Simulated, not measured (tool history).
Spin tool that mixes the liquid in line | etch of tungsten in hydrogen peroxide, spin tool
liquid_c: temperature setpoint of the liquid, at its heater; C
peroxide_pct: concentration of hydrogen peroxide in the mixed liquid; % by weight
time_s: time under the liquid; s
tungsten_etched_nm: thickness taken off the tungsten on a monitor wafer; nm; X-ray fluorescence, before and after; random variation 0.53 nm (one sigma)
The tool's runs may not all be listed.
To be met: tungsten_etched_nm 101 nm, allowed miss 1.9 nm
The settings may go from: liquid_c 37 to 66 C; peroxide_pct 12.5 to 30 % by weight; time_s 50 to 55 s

| run | hour | liquid_c | peroxide_pct | time_s | tungsten_etched_nm |
|---|---|---|---|---|---|
| 1 | 0 | 53 | 24.5 | 50 | 65.126 |
| 2 | 2.5 | 53 | 24.5 | 55 | 72.402 |
| 3 | 6.9 | 53 | 27.5 | 55 | 75.935 |
| 4 | 14.5 | 49.5 | 27.5 | 55 | 61.75 |
| 5 | 18 | 49.5 | 27.5 | 55 | 61.88 |
| 6 | 20.5 | 49.5 | 30 | 55 | 64.466 |
| 7 | 24.1 | 51 | 30 | 55 | 70.211 |
| 8 | 32.5 | 52 | 30 | 55 | 74.846 |
| 9 | 36.3 | 53 | 30 | 55 | 79.943 |
| 10 | 43.9 | 53 | 30 | 55 | 79.7 |
| 11 | 45.8 | 54 | 30 | 55 | 84.149 |
| 12 | 46.6 | 54 | 30 | 55 | 84.611 |
| 13 | 51.9 | 54.5 | 30 | 55 | 86.943 |
| 14 | 53.3 | 55 | 30 | 55 | 90.037 |
| 15 | 61.4 | 55.5 | 30 | 55 | 92.332 |
| 16 | 68.7 | 56 | 30 | 55 | 95.621 |

Which of these 5 next moves meets every target?
| A | 76 | 57 | 30 | 50 | ? |
| B | 76 | 58 | 30 | 50 | ? |
| C | 76 | 57.5 | 28 | 55 | ? |
| D | 76 | 56.5 | 28.5 | 55 | ? |
| E | 76 | 56.5 | 28 | 55 | ? |

| move | tungsten_etched_nm |
|---|---|
| A | 91.382 |
| B | 96.876 |
| C | 99.993 |
| D | 95.144 |
| E | 94.306 |
A: further off than the last run
B: nearer than the last run, and not there yet
C: meets every target
D: further off than the last run
E: further off than the last run
Answer: C
